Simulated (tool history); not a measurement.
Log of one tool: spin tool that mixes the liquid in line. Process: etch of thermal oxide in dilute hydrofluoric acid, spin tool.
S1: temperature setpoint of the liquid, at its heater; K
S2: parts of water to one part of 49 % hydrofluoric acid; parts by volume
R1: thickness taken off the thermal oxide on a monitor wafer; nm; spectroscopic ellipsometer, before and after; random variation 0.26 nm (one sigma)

{"run": 1, "hour": 0.0, "S1": 296.15, "S2": 280, "time under the liquid (s)": 300, "R1": 4.1122}
{"run": 2, "hour": 2.4, "S1": 296.15, "S2": 280, "time under the liquid (s)": 300, "R1": 4.0536}
{"run": 3, "hour": 10.7, "S1": 293.15, "S2": 280, "time under the liquid (s)": 300, "R1": 3.6862}
{"run": 4, "hour": 12.5, "S1": 293.15, "S2": 280, "time under the liquid (s)": 320, "R1": 3.8768}
{"run": 5, "hour": 15.0, "S1": 296.15, "S2": 205, "time under the liquid (s)": 320, "R1": 6.4393}
{"run": 6, "hour": 20.4, "S1": 297.65, "S2": 205, "time under the liquid (s)": 320, "R1": 6.709}
{"run": 7, "hour": 24.3, "S1": 299.65, "S2": 155, "time under the liquid (s)": 320, "R1": 10.31}
{"run": 8, "hour": 28.4, "S1": 301.15, "S2": 135, "time under the liquid (s)": 320, "R1": 12.921}
{"run": 9, "hour": 34.7, "S1": 302.15, "S2": 130, "time under the liquid (s)": 320, "R1": 13.963}
{"run": 10, "hour": 36.6, "S1": 304.15, "S2": 100, "time under the liquid (s)": 320, "R1": 20.366}
{"run": 11, "hour": 41.2, "S1": 303.65, "S2": 100, "time under the liquid (s)": 320, "R1": 19.855}
{"run": 12, "hour": 46.6, "S1": 303.15, "S2": 100, "time under the liquid (s)": 320, "R1": 19.551}
{"run": 13, "hour": 47.9, "S1": 302.65, "S2": 100, "time under the liquid (s)": 320, "R1": 18.807}

The next listed run, before its measurement:
{"run": 14, "hour": 49.2, "S1": 302.15, "S2": 100, "time under the liquid (s)": 320, "R1": "?"}

Run 14 gave R1 18.92 nm.
